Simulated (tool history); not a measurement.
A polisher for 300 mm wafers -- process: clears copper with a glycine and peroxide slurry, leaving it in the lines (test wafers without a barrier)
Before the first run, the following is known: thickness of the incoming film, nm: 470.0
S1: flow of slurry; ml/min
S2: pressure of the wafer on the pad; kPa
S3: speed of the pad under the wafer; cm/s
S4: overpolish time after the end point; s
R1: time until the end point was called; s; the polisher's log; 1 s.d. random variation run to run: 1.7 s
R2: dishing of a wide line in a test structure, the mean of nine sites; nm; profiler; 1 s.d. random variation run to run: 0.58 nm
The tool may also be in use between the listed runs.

run,hour,S1,S2,S3,S4,R1,R2
1,0,250,20.7,94,21,95.889,36.375
2,2.7,250,20,94,23,97.116,36.477
3,10.4,250,17.9,94,23,105.79,35.792
4,17.7,250,17.9,94,18,108.55,31.52
5,25.2,250,17.2,92,21,111.13,33.959
6,28.5,250,16.5,90,23,118.73,34.622
7,36.2,250,16.5,90,25,117.09,36.932

Run 8 is up next; what results do you expect?
8,44.4,250,16.5,90,26,?,?

Run 8 yielded R1 115.7 s, R2 37.291 nm.

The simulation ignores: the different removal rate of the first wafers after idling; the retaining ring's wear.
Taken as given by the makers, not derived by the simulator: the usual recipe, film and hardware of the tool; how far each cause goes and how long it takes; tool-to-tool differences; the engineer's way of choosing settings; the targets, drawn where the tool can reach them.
